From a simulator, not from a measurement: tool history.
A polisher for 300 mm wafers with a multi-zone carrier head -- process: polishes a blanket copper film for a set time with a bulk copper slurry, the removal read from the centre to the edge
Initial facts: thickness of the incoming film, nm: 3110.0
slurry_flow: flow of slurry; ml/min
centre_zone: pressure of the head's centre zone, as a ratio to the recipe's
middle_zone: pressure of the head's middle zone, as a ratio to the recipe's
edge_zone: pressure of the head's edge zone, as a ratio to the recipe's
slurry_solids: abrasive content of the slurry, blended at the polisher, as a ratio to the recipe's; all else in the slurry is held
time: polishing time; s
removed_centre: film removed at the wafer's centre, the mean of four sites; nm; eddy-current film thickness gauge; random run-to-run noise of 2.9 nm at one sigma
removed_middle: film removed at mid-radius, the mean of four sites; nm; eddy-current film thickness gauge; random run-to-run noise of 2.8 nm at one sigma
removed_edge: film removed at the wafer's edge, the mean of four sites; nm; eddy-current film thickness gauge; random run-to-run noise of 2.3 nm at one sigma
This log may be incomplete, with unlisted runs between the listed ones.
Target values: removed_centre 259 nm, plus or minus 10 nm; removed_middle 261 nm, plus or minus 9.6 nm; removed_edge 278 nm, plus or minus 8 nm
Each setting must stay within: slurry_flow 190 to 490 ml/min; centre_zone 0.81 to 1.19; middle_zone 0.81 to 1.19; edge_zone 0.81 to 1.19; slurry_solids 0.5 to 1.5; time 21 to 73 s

run  hour  slurry_flow  centre_zone  middle_zone  edge_zone  slurry_solids  time  removed_centre  removed_middle  removed_edge
  1     0          315            1            1          1              1    47          388.51          408.82        407.93
  2   6.1          315            1            1       1.08              1    47          406.29          410.56        411.67
  3  12.7          250            1            1       1.08              1    47          387.42          394.94        400.84
  4  14.5          250         1.05            1       1.08              1    47          415.33          395.26        401.91
  5  23.4          245         1.03         0.99       1.07            0.9    44           366.3          361.75        364.69
  6  27.2          240         1.02         0.96       1.06            0.8    42          336.81          323.32        342.03
  7  34.5          235         1.01         0.96       1.05           0.75    41          320.14          310.64        330.98
  8  36.2          235         1.01         0.96       1.04            0.7    40           310.2          297.54        310.13
  9  38.9          230         0.99         0.95       1.02           0.65    40          292.34          295.31        302.62
 10  47.7          225         0.98         0.93          1            0.6    40          282.59          277.35        291.45
 11  53.5          215         0.91         0.91       0.95           0.55    40          257.66          271.16         282.3

Exercise: of the 4 proposed moves below, exactly one satisfies all targets within the stated allowed misses. Which move is it?
  A  59.3          215         0.81         0.86        0.9           0.55    42               ?               ?             ?
  B  59.3          230         0.93         1.05       0.91            0.6    39               ?               ?             ?
  C  59.3          235         0.86         0.89          1            0.5    39               ?               ?             ?
  D  59.3          200         0.92         0.87       0.93            0.6    39               ?               ?             ?

move  removed_centre  removed_middle  removed_edge
   A          236.15          273.01        290.97
   B          259.92           303.2        277.94
   C          232.04          258.49        281.25
   D          250.37          256.93        276.67
A: the biggest miss grows against the last run
B: the biggest miss grows against the last run
C: the worst result of the last run now meets its target, but another is out of spec
D: every result lands within tolerance
The right move is D.

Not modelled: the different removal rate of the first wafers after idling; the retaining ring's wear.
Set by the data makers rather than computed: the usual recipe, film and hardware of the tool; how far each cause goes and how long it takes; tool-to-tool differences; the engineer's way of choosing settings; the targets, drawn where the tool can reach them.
